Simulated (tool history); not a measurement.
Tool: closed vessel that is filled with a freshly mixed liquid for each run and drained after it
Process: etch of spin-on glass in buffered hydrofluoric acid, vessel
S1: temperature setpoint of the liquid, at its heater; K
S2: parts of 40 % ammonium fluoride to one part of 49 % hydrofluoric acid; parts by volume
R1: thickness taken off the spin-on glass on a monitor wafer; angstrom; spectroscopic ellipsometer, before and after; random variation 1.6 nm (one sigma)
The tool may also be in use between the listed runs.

{"run": 1, "hour": 0.0, "S1": 293.15, "S2": 10.0, "time in the liquid (s)": 85, "R1": 2593.0}
{"run": 2, "hour": 5.3, "S1": 293.65, "S2": 10.0, "time in the liquid (s)": 85, "R1": 2666.4}
{"run": 3, "hour": 6.8, "S1": 294.15, "S2": 10.0, "time in the liquid (s)": 85, "R1": 2762.3}
{"run": 4, "hour": 14.5, "S1": 294.15, "S2": 13.0, "time in the liquid (s)": 85, "R1": 2185.5}
{"run": 5, "hour": 23.4, "S1": 295.15, "S2": 13.0, "time in the liquid (s)": 85, "R1": 2314.6}
{"run": 6, "hour": 26.5, "S1": 295.65, "S2": 13.0, "time in the liquid (s)": 85, "R1": 2393.5}
{"run": 7, "hour": 29.9, "S1": 296.15, "S2": 13.0, "time in the liquid (s)": 85, "R1": 2454.1}
{"run": 8, "hour": 31.6, "S1": 296.65, "S2": 13.0, "time in the liquid (s)": 85, "R1": 2523.6}
{"run": 9, "hour": 36.4, "S1": 297.15, "S2": 13.0, "time in the liquid (s)": 85, "R1": 2583.5}

The next listed run, before its measurement:
{"run": 10, "hour": 41.7, "S1": 297.65, "S2": 13.0, "time in the liquid (s)": 85, "R1": "?"}

{"run 10": {"R1": 2669.3}}
